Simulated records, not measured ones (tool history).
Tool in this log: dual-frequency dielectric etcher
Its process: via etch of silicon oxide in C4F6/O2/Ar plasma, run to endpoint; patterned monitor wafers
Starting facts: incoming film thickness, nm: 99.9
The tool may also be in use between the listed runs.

{"run": 1, "hour": 0.0, "bias power (W)": 435, "source power (W)": 420, "Ar flow (sccm)": 404, "endpoint time (s)": 22.747}
{"run": 2, "hour": 0.5, "bias power (W)": 374, "source power (W)": 420, "Ar flow (sccm)": 404, "endpoint time (s)": 24.513}
{"run": 3, "hour": 7.7, "bias power (W)": 390, "source power (W)": 420, "Ar flow (sccm)": 403, "endpoint time (s)": 23.591}
{"run": 4, "hour": 13.9, "bias power (W)": 405, "source power (W)": 420, "Ar flow (sccm)": 402, "endpoint time (s)": 23.479}
{"run": 5, "hour": 17.6, "bias power (W)": 419, "source power (W)": 420, "Ar flow (sccm)": 401, "endpoint time (s)": 23.034}
{"run": 6, "hour": 18.3, "bias power (W)": 431, "source power (W)": 420, "Ar flow (sccm)": 400, "endpoint time (s)": 22.867}
{"run": 7, "hour": 24.1, "bias power (W)": 443, "source power (W)": 420, "Ar flow (sccm)": 399, "endpoint time (s)": 22.381}
{"run": 8, "hour": 25.0, "bias power (W)": 452, "source power (W)": 420, "Ar flow (sccm)": 398, "endpoint time (s)": 22.236}

Predict the results of run 9:
{"run": 9, "hour": 28.2, "bias power (W)": 452, "source power (W)": 420, "Ar flow (sccm)": 398, "endpoint time (s)": "?"}

Run 9 produced endpoint time (s) 22.444.
